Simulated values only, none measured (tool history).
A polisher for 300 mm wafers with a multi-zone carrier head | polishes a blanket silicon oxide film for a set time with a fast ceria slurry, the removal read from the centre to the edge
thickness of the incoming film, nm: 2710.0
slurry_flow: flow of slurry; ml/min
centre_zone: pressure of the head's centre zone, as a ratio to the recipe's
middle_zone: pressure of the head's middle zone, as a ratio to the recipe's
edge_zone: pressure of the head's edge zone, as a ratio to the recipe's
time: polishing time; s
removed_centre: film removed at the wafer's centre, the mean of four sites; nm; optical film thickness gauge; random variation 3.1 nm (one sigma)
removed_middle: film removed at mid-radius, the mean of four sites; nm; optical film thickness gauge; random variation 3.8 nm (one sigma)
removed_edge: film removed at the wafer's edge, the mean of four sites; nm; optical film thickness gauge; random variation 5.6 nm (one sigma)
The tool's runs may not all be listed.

run  hour  slurry_flow  centre_zone  middle_zone  edge_zone  time  removed_centre  removed_middle  removed_edge
  1   0.0          150         1.00         1.00       1.00    40          543.29          557.14        564.19
  2   6.3          140         0.96         1.00       0.97    37          463.54          511.77        501.63
  3   7.7          140         0.89         1.00       0.97    37          440.54          500.74        519.14
  4  15.8          140         0.89         1.00       0.90    37          436.89          512.61        495.04
  5  17.7          130         0.87         0.99       0.88    35          387.75          467.24        457.83
  6  20.5          130         0.90         0.99       0.88    35          410.67          459.83        465.09
  7  28.7          130         0.88         1.00       0.87    33          379.17          445.19        444.48
  8  37.3          130         0.87         1.01       0.85    32          363.43          438.24        408.23
  9  42.2          125         0.86         1.01       0.84    32          357.37          432.06        421.42

Run 10 comes next. What will it give?
 10  44.2          125         0.85         1.01       0.84    31               ?               ?             ?

removed_centre: 337.61 nm
removed_middle: 412.53 nm
removed_edge: 398.58 nm
